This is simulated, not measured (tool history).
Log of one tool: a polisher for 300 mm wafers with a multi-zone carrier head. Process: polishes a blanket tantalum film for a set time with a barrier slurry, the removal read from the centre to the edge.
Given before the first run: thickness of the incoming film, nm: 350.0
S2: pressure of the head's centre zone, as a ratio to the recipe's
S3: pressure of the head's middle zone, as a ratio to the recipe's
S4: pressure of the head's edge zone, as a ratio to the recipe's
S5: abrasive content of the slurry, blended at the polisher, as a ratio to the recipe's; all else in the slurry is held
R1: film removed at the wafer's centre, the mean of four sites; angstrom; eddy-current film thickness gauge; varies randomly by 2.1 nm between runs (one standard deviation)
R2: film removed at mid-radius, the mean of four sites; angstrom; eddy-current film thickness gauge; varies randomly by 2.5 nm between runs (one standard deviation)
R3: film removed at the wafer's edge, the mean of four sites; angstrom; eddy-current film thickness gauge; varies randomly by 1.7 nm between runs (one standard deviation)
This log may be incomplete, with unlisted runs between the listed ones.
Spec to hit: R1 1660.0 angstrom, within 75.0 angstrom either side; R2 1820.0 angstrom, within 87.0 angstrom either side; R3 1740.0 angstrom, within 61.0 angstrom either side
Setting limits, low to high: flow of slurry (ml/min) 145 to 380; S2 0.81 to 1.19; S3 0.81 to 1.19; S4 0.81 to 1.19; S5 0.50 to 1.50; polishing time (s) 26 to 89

run 1 day=0.000 | flow_of_slurry_(ml/min)=245 S2=1.00 S3=1.00 S4=1.00 S5=1.00 polishing_time_(s)=57 | R1=1410.6 R2=1396.9 R3=1392.3
run 2 day=0.046 | flow_of_slurry_(ml/min)=245 S2=1.00 S3=1.00 S4=1.00 S5=1.10 polishing_time_(s)=57 | R1=1431.2 R2=1411.4 R3=1432.4
run 3 day=0.138 | flow_of_slurry_(ml/min)=245 S2=0.92 S3=1.00 S4=1.00 S5=1.10 polishing_time_(s)=57 | R1=1338.2 R2=1422.3 R3=1445.2
run 4 day=0.233 | flow_of_slurry_(ml/min)=245 S2=0.92 S3=1.08 S4=1.00 S5=1.10 polishing_time_(s)=57 | R1=1332.3 R2=1499.8 R3=1420.1
run 5 day=0.500 | flow_of_slurry_(ml/min)=250 S2=0.93 S3=1.09 S4=1.02 S5=1.20 polishing_time_(s)=58 | R1=1408.4 R2=1673.5 R3=1555.3
run 6 day=0.592 | flow_of_slurry_(ml/min)=260 S2=0.96 S3=1.08 S4=1.04 S5=1.20 polishing_time_(s)=58 | R1=1459.0 R2=1594.6 R3=1543.5
run 7 day=0.925 | flow_of_slurry_(ml/min)=260 S2=0.97 S3=1.09 S4=1.05 S5=1.25 polishing_time_(s)=58 | R1=1478.9 R2=1621.4 R3=1568.4
run 8 day=1.117 | flow_of_slurry_(ml/min)=260 S2=0.98 S3=1.10 S4=1.06 S5=1.30 polishing_time_(s)=58 | R1=1498.1 R2=1668.2 R3=1591.4
run 9 day=1.325 | flow_of_slurry_(ml/min)=265 S2=0.99 S3=1.10 S4=1.07 S5=1.35 polishing_time_(s)=58 | R1=1584.1 R2=1678.3 R3=1620.7
run 10 day=1.550 | flow_of_slurry_(ml/min)=265 S2=0.99 S3=1.10 S4=1.07 S5=1.35 polishing_time_(s)=58 | R1=1560.2 R2=1711.1 R3=1598.0
run 11 day=1.746 | flow_of_slurry_(ml/min)=265 S2=0.99 S3=1.10 S4=1.07 S5=1.35 polishing_time_(s)=58 | R1=1570.4 R2=1718.2 R3=1596.3

Pick the move, out of 5, that brings all results within their allowed miss; only one does.
run A day=1.942 | flow_of_slurry_(ml/min)=235 S2=1.01 S3=0.97 S4=1.14 S5=1.00 polishing_time_(s)=68 | R1=? R2=? R3=?
run B day=1.942 | flow_of_slurry_(ml/min)=300 S2=1.03 S3=0.91 S4=1.18 S5=1.05 polishing_time_(s)=65 | R1=? R2=? R3=?
run C day=1.942 | flow_of_slurry_(ml/min)=265 S2=0.93 S3=1.05 S4=1.19 S5=1.20 polishing_time_(s)=62 | R1=? R2=? R3=?
run D day=1.942 | flow_of_slurry_(ml/min)=335 S2=1.03 S3=1.15 S4=1.19 S5=1.20 polishing_time_(s)=60 | R1=? R2=? R3=?
run E day=1.942 | flow_of_slurry_(ml/min)=235 S2=0.93 S3=1.07 S4=1.18 S5=1.35 polishing_time_(s)=57 | R1=? R2=? R3=?

move=A R1=1651.3 R2=1561.2 R3=1758.4
move=B R1=1677.9 R2=1474.1 R3=1770.0
move=C R1=1500.1 R2=1637.5 R3=1755.0
move=D R1=1638.2 R2=1743.3 R3=1721.4
move=E R1=1408.9 R2=1564.2 R3=1647.7
A: brings the result that was furthest off to its target, and leaves another outside
B: brings the result that was furthest off to its target, and leaves another outside
C: brings the result that was furthest off to its target, and leaves another outside
D: meets every target
E: its largest miss is bigger than the last run's
Move D is the one to make.
